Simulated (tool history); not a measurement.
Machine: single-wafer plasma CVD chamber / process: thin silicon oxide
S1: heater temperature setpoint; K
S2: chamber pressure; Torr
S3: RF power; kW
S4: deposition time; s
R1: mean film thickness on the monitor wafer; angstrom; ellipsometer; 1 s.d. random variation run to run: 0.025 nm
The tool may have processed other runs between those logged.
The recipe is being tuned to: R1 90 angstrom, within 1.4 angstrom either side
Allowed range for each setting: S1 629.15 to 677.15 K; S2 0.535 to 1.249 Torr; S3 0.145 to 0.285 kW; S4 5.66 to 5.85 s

run,hour,S1,S2,S3,S4,R1
1,0,653.15,0.892,0.215,5.66,97.527
2,6.4,653.15,0.892,0.215,5.66,97.468
3,7.9,645.15,0.892,0.215,5.66,98.011
4,14.7,654.15,0.892,0.215,5.66,97.432
5,21,654.15,0.877,0.215,5.66,95.768
6,23.7,654.15,0.866,0.215,5.66,94.813
7,26.4,654.15,0.866,0.215,5.66,94.859
8,28.9,654.15,0.866,0.215,5.66,94.612

Below are 5 possible settings for the next run. Only one of them brings all results inside the allowed miss of their targets. Which is it?
A,31.4,656.15,0.81,0.23,5.66,?
B,31.4,645.15,0.815,0.215,5.66,?
C,31.4,652.15,0.757,0.26,5.66,?
D,31.4,662.15,0.866,0.215,5.66,?
E,31.4,652.15,0.862,0.21,5.66,?

move,R1
A,93.24
B,90.222
C,94.518
D,94.16
E,92.804
A: nearer the targets than the last run, but a result is still out of spec
B: every result lands within tolerance
C: about as far from the targets as the last run
D: nearer the targets than the last run, but a result is still out of spec
E: nearer the targets than the last run, but a result is still out of spec
Move B is the one to make.
